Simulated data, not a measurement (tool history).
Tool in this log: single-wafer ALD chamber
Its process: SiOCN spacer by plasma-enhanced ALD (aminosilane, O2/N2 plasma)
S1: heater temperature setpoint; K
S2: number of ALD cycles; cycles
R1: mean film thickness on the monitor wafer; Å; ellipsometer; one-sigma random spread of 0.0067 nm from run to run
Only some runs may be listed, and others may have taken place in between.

| run | day | S1 | S2 | R1 |
|---|---|---|---|---|
| 1 | 0.000 | 698.15 | 45 | 24.329 |
| 2 | 0.238 | 698.15 | 48 | 25.892 |
| 3 | 0.567 | 698.15 | 51 | 27.598 |
| 4 | 0.662 | 702.15 | 47 | 24.988 |
| 5 | 0.742 | 702.15 | 43 | 22.961 |
| 6 | 0.783 | 709.15 | 43 | 22.497 |
| 7 | 1.058 | 711.15 | 41 | 21.275 |

What does the tool deliver on the next run?
| 8 | 1.338 | 713.15 | 40 | ? |

{"run 8": {"R1": 20.519}}

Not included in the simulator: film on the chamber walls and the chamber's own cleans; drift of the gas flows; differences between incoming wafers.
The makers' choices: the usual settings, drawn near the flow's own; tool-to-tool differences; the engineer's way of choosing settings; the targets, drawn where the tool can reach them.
